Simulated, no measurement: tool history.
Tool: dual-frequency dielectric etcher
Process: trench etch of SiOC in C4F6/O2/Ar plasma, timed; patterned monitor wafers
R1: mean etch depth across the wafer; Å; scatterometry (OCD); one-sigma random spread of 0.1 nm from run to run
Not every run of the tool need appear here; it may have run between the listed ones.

run 1 hour=0 | source_power_(kW)=0.28 bias_power_(kW)=0.244 etch_time_(s)=11.5 | R1=217.9
run 2 hour=7 | source_power_(kW)=0.33 bias_power_(kW)=0.244 etch_time_(s)=11.5 | R1=230.47
run 3 hour=14.1 | source_power_(kW)=0.31 bias_power_(kW)=0.24 etch_time_(s)=11.5 | R1=226.33
run 4 hour=20 | source_power_(kW)=0.29 bias_power_(kW)=0.236 etch_time_(s)=11.5 | R1=220.29
run 5 hour=20.6 | source_power_(kW)=0.33 bias_power_(kW)=0.236 etch_time_(s)=11.5 | R1=226.43
-- hour=27.7 bias power generator calibrated
run 6 hour=27.7 | source_power_(kW)=0.33 bias_power_(kW)=0.21 etch_time_(s)=11.5 | R1=218.21
run 7 hour=32.8 | source_power_(kW)=0.31 bias_power_(kW)=0.207 etch_time_(s)=11.5 | R1=212.43

What will run 8 give?
run 8 hour=40.9 | source_power_(kW)=0.3 bias_power_(kW)=0.205 etch_time_(s)=11.5 | R1=?

Run 8 produced R1 209.14 Å.

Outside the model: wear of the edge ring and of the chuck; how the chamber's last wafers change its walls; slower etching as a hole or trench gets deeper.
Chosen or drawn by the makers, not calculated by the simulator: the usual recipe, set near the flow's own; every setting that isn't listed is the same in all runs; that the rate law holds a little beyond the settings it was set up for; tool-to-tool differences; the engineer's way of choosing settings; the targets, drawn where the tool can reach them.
